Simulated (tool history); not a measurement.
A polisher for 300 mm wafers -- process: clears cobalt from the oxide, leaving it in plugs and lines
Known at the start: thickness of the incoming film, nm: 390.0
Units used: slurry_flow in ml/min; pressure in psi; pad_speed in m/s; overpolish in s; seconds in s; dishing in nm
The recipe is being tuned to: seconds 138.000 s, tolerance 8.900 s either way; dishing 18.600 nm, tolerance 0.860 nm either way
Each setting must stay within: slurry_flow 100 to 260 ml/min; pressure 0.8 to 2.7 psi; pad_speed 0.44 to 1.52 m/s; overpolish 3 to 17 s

run	hour	slurry_flow	pressure	pad_speed	overpolish	seconds	dishing
1	0.0	165	1.7	0.98	9	116.130	24.046
2	5.9	165	2.0	0.98	9	97.418	27.261
3	11.9	195	2.0	0.98	9	95.940	26.884
4	16.5	195	2.0	1.16	9	81.876	30.679
5	21.4	195	2.0	1.02	9	91.204	28.454
6	22.3	195	1.8	1.00	9	105.810	26.192
7	25.1	195	1.7	0.98	8	114.160	22.258
8	31.7	195	1.6	0.98	8	119.400	20.864
9	37.5	195	1.5	0.98	8	128.610	19.683

Consider the 5 candidate settings below. Which is the only one whose results all fall within their allowed miss of target?
A	43.3	195	1.5	0.90	8	?	?
B	43.3	190	1.4	0.90	10	?	?
C	43.3	190	1.3	1.28	7	?	?
D	43.3	230	1.4	1.12	7	?	?
E	43.3	195	1.6	0.82	9	?	?

move	seconds	dishing
A	137.430	18.424
B	147.450	20.916
C	114.460	19.188
D	117.620	18.761
E	140.450	19.961
A: every result lands within tolerance
B: the biggest miss grows against the last run
C: gets the furthest-off result to its target, but another result is out of tolerance
D: gets the furthest-off result to its target, but another result is out of tolerance
E: the biggest miss grows against the last run
Go with A: it meets all targets.
